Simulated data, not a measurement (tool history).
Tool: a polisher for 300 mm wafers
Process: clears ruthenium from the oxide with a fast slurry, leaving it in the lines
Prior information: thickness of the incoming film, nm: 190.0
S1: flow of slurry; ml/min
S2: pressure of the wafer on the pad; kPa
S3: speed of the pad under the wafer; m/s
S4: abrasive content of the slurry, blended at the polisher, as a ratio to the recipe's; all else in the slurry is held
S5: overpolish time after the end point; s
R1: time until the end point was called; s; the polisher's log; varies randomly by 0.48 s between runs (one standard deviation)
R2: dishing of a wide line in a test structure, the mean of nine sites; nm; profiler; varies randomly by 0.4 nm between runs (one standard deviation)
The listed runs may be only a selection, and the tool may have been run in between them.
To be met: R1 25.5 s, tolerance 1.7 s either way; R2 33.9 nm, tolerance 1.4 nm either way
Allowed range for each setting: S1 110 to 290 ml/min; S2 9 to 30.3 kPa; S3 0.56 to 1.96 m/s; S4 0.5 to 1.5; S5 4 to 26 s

run  hour   S1    S2    S3  S4  S5      R1      R2
  1     0  185  19.3  1.26   1  13  33.132  31.668
  2   3.8  205  19.3  1.26   1  13  33.231  31.826
  3     8  245  19.3  1.26   1  13  33.016  31.618
  4  16.1  245  14.5  1.26   1  13   41.78  29.081
  5  18.6  245  17.2  1.26   1  13  35.167  31.469
  6  23.5  265  17.2  1.26   1  13  34.977  31.634
  7  24.2  265  17.9  1.26   1  13  33.729  31.548
  8  31.8  265  18.6  1.26   1  13   31.76  31.889
  9  34.1  265  19.3  1.26   1  13  31.582  32.075
 10  35.8  265    20  1.26   1  13   29.34  32.738
 11  43.1  265  20.7  1.26   1  13  29.582  32.567
 12    46  265  21.4  1.26   1  13   27.77  33.458
 13  48.5  265  22.1  1.26   1  13  27.766  33.439
 14  49.6  265  22.1  1.26   1  13  27.004  33.696

Which one of the following 4 next-run settings gets every result inside its allowed miss? There is exactly one.
  A  50.7  260  22.1  1.12  1.05  13   ?   ?
  B  50.7  270  23.4  1.16   1.2  13   ?   ?
  C  50.7  245  21.4  1.22     1  16   ?   ?
  D  50.7  250  16.5  1.48  1.05  19   ?   ?

move      R1      R2
   A  28.913    32.4
   B  25.373  33.528
   C  28.501  34.204
   D  30.745  34.813
A: the biggest miss grows against the last run
B: hits every target within its allowed miss
C: the biggest miss grows against the last run
D: the biggest miss grows against the last run
B is the move that brings every result within its allowed miss.
